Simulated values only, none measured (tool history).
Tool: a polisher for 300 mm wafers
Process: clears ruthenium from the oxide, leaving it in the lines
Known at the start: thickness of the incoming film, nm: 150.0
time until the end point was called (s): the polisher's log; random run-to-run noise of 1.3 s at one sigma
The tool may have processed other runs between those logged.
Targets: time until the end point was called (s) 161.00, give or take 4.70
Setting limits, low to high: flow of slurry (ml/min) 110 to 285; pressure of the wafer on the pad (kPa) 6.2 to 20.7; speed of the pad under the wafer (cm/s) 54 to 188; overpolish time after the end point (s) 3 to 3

run,hour,flow of slurry (ml/min),pressure of the wafer on the pad (kPa),speed of the pad under the wafer (cm/s),overpolish time after the end point (s),time until the end point was called (s)
1,0.0,180,13.1,120,3,121.37
2,3.3,155,13.1,120,3,128.27
3,9.2,155,13.1,120,3,126.27
4,13.8,150,13.1,120,3,126.37
5,16.7,110,13.1,120,3,136.75
6,18.8,135,13.1,120,3,131.56
7,23.4,125,11.7,120,3,147.54
8,32.1,120,10.3,120,3,166.20

5 candidate next runs follow, results not yet known. Just one meets every target within its allowed miss. Identify it.
A,40.8,110,13.1,102,3,?
B,40.8,145,9.0,128,3,?
C,40.8,120,7.6,154,3,?
D,40.8,115,11.7,106,3,?
E,40.8,110,11.7,108,3,?

move,time until the end point was called (s)
A,160.99
B,174.22
C,178.17
D,170.64
E,169.66
A: all results in spec
B: its largest miss is bigger than the last run's
C: its largest miss is bigger than the last run's
D: its largest miss is bigger than the last run's
E: its largest miss is bigger than the last run's
The move that meets every target is A.

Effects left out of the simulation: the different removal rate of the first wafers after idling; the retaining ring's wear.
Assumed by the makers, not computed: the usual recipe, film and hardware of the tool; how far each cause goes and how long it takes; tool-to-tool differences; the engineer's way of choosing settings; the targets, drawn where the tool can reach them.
